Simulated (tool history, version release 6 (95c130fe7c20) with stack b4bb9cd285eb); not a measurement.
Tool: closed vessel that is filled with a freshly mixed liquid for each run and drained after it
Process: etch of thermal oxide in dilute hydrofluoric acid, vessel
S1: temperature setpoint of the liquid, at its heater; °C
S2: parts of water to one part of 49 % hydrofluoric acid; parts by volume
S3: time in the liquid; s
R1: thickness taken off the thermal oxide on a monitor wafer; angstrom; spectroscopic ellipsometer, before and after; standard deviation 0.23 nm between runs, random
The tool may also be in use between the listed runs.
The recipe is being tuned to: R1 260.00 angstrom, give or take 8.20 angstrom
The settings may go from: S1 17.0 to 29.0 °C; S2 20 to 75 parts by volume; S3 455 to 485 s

run,hour,S1,S2,S3,R1
1,0.0,21.0,45,455,452.09
2,8.6,20.5,45,455,445.53
3,11.7,20.5,55,455,367.04
4,20.0,20.5,45,455,441.32
5,24.1,20.5,45,485,475.45
6,32.0,20.5,40,485,530.32
7,37.6,17.0,55,480,325.72
8,43.6,17.0,60,480,297.47
9,51.9,17.0,65,480,274.84

Which of these 4 next moves meets every target?
A,60.2,17.0,65,485,?
B,60.2,19.5,65,460,?
C,60.2,17.0,60,485,?
D,60.2,17.0,65,460,?

move,R1
A,277.15
B,292.44
C,301.90
D,262.86
A: its largest miss is bigger than the last run's
B: its largest miss is bigger than the last run's
C: its largest miss is bigger than the last run's
D: all results in spec
Go with D: it meets all targets.

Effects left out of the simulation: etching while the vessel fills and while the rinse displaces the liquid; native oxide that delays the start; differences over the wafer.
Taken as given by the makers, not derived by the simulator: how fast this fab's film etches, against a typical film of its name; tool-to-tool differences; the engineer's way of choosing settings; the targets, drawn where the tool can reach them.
